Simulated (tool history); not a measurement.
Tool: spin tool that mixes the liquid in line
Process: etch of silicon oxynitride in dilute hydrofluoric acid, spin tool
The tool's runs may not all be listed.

| run | hour | temperature setpoint of the liquid (°C) | parts of water to one part of 49 % hydrofluoric acid (parts by volume) | time under the liquid (s) | thickness taken off the silicon oxynitride on a monitor wafer (Å) |
|---|---|---|---|---|---|
| 1 | 0.0 | 21.0 | 55 | 105 | 65.613 |
| 2 | 2.0 | 21.0 | 55 | 105 | 65.886 |
| 3 | 8.6 | 20.5 | 55 | 105 | 63.972 |
| 4 | 16.1 | 20.0 | 55 | 105 | 61.909 |
| 5 | 21.2 | 19.5 | 55 | 105 | 61.279 |
| 6 | 27.8 | 19.0 | 55 | 105 | 59.021 |
|  | 32.2 | hydrofluoric acid flow meter replaced |
| 7 | 32.2 | 18.5 | 55 | 105 | 63.582 |

Run 8, settings as shown, results not yet in. Your forecast:
| 8 | 39.3 | 18.5 | 60 | 105 | ? |

thickness taken off the silicon oxynitride on a monitor wafer (Å): 57.827
